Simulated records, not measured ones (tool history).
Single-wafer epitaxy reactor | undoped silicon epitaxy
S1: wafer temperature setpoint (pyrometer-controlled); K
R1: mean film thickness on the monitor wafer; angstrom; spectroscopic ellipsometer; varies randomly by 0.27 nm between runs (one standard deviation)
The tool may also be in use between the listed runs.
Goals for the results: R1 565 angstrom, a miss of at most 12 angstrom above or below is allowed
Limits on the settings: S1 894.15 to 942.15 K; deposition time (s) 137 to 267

Run 1, hour 0: S1 918.15 K, deposition time (s) 202. Result: R1 310.59 angstrom.
Run 2, hour 2: S1 910.15 K, deposition time (s) 202. Result: R1 267.21 angstrom.
Run 3, hour 9: S1 910.15 K, deposition time (s) 215. Result: R1 283.04 angstrom.
Run 4, hour 12.5: S1 916.15 K, deposition time (s) 215. Result: R1 316.26 angstrom.
Run 5, hour 14.5: S1 916.15 K, deposition time (s) 197. Result: R1 288.52 angstrom.
Run 6, hour 15.6: S1 920.15 K, deposition time (s) 202. Result: R1 324.17 angstrom.
Run 7, hour 19.7: S1 923.15 K, deposition time (s) 205. Result: R1 345.25 angstrom.
Run 8, hour 21.6: S1 923.15 K, deposition time (s) 205. Result: R1 348.99 angstrom.
Run 9, hour 22.3: S1 926.15 K, deposition time (s) 208. Result: R1 372.24 angstrom.
Run 10, hour 28.2: S1 928.15 K, deposition time (s) 211. Result: R1 392.03 angstrom.

Which one of the following 5 next-run settings gets every result inside its allowed miss? There is exactly one.
Run A, hour 34.1: S1 942.15 K, deposition time (s) 246. Result: R1 ?.
Run B, hour 34.1: S1 938.15 K, deposition time (s) 260. Result: R1 ?.
Run C, hour 34.1: S1 942.15 K, deposition time (s) 248. Result: R1 ?.
Run D, hour 34.1: S1 935.15 K, deposition time (s) 251. Result: R1 ?.
Run E, hour 34.1: S1 936.15 K, deposition time (s) 259. Result: R1 ?.

move      R1
   A  595.98
   B  584.75
   C  600.82
   D  533.69
   E  561.13
A: carries the result that was furthest off beyond its target, to the other side
B: carries the result that was furthest off beyond its target, to the other side
C: carries the result that was furthest off beyond its target, to the other side
D: moves toward the targets from the last run without getting all of them in spec
E: every result within its allowed miss
E is the move that brings every result within its allowed miss.

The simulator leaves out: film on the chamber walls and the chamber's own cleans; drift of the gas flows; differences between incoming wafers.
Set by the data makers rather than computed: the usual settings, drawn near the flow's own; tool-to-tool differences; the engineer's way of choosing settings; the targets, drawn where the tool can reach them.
